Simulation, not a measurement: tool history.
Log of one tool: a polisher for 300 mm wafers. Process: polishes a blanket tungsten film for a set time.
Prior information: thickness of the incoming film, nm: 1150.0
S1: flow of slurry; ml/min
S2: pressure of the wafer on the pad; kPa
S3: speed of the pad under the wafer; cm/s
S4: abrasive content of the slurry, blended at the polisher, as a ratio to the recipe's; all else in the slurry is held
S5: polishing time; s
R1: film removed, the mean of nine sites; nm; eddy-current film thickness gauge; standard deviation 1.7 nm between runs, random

| run | hour | S1 | S2 | S3 | S4 | S5 | R1 |
|---|---|---|---|---|---|---|---|
| 1 | 0.0 | 225 | 29.0 | 132 | 1.00 | 32 | 246.83 |
| 2 | 7.8 | 225 | 29.0 | 132 | 1.00 | 29 | 223.30 |
| 3 | 10.3 | 225 | 28.3 | 132 | 1.00 | 29 | 217.87 |
| 4 | 14.1 | 225 | 27.6 | 132 | 1.00 | 29 | 214.73 |
| 5 | 19.2 | 225 | 27.6 | 132 | 1.15 | 29 | 220.69 |
| 6 | 23.0 | 225 | 26.9 | 132 | 1.15 | 29 | 213.47 |
| 7 | 29.2 | 225 | 26.2 | 132 | 1.15 | 29 | 208.26 |
| 8 | 33.1 | 225 | 26.2 | 132 | 1.15 | 29 | 209.41 |

Run 9 has not been measured yet. What should we expect?
| 9 | 39.7 | 220 | 19.3 | 130 | 1.15 | 29 | ? |

Run 9 came out at R1 153.88 nm.

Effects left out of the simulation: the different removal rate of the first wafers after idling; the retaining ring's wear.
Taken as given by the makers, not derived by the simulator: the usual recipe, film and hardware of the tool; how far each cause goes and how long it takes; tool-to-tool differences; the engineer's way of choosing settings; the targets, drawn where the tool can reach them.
